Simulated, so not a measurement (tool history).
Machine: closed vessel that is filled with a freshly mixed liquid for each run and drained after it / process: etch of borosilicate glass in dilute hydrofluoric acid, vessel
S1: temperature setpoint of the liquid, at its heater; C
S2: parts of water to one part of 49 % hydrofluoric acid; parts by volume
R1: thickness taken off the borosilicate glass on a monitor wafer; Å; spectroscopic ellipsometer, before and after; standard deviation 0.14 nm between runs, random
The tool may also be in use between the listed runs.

{"run": 1, "hour": 0.0, "S1": 26, "S2": 165, "time in the liquid (s)": 135, "R1": 233.53}
{"run": 2, "hour": 8.1, "S1": 25.5, "S2": 165, "time in the liquid (s)": 135, "R1": 227.82}
{"run": 3, "hour": 9.0, "S1": 27, "S2": 165, "time in the liquid (s)": 135, "R1": 242.88}
{"run": 4, "hour": 9.8, "S1": 24, "S2": 165, "time in the liquid (s)": 135, "R1": 216}
{"run": 5, "hour": 17.1, "S1": 23.5, "S2": 165, "time in the liquid (s)": 135, "R1": 210.41}
{"run": 6, "hour": 22.6, "S1": 23, "S2": 165, "time in the liquid (s)": 135, "R1": 206.03}
{"run": 7, "hour": 30.2, "S1": 22.5, "S2": 165, "time in the liquid (s)": 135, "R1": 203.79}

Expected results for the next run?
{"run": 8, "hour": 38.3, "S1": 21.5, "S2": 165, "time in the liquid (s)": 135, "R1": "?"}

Logged for run 8: R1 197.18 Å.
